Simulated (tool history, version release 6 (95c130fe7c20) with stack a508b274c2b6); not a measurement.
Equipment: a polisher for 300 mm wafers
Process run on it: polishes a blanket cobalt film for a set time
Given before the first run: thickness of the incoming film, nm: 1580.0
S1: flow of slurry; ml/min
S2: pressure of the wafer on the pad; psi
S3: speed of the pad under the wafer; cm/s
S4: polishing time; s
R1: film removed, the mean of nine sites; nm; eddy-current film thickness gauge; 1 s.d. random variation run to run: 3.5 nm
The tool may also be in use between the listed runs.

run 1 hour=0 | S1=265 S2=2.2 S3=90 S4=113 | R1=460.32
run 2 hour=6.1 | S1=300 S2=2.2 S3=90 S4=113 | R1=472.07
run 3 hour=10 | S1=295 S2=2.2 S3=90 S4=113 | R1=469.83
run 4 hour=10.9 | S1=295 S2=2.2 S3=76 S4=113 | R1=394.88
run 5 hour=14.7 | S1=295 S2=2.2 S3=92 S4=113 | R1=483.42
run 6 hour=20 | S1=360 S2=2.2 S3=92 S4=113 | R1=496.54
run 7 hour=28.8 | S1=355 S2=2.1 S3=92 S4=113 | R1=473.9
run 8 hour=32.5 | S1=350 S2=2 S3=92 S4=113 | R1=444.96
run 9 hour=40.9 | S1=345 S2=2 S3=92 S4=113 | R1=449.48
run 10 hour=44.8 | S1=340 S2=2 S3=92 S4=113 | R1=445.11
run 11 hour=50.8 | S1=335 S2=2 S3=92 S4=113 | R1=445.58
-- hour=56.2 head pressure recalibrated
run 12 hour=56.2 | S1=330 S2=2 S3=92 S4=113 | R1=494.35
run 13 hour=60.1 | S1=330 S2=2 S3=90 S4=113 | R1=489.19

Estimate the outcome of run 14 from the log above:
run 14 hour=67.6 | S1=330 S2=2.1 S3=88 S4=113 | R1=?

Run 14 measured R1 505.6 nm.
